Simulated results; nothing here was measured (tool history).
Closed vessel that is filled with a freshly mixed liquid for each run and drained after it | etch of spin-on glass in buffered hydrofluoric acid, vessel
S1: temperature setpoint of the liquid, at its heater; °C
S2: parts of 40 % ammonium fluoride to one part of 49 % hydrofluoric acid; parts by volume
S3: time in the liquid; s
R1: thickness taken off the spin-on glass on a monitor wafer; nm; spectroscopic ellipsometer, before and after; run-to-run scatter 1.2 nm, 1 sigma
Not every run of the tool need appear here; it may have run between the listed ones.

| run | hour | S1 | S2 | S3 | R1 |
|---|---|---|---|---|---|
| 1 | 0.0 | 23.0 | 10.5 | 100 | 196.05 |
| 2 | 6.3 | 23.0 | 13.0 | 100 | 159.84 |
| 3 | 14.3 | 23.0 | 15.0 | 100 | 140.49 |
| 4 | 18.6 | 23.0 | 13.5 | 100 | 154.44 |
| 5 | 19.8 | 23.0 | 12.0 | 100 | 174.15 |
| 6 | 23.4 | 25.5 | 12.0 | 100 | 199.00 |
| 7 | 25.5 | 27.0 | 12.0 | 100 | 216.41 |

What does the tool deliver on the next run?
| 8 | 29.5 | 28.0 | 12.0 | 100 | ? |

Run 8 yielded R1 226.19 nm.

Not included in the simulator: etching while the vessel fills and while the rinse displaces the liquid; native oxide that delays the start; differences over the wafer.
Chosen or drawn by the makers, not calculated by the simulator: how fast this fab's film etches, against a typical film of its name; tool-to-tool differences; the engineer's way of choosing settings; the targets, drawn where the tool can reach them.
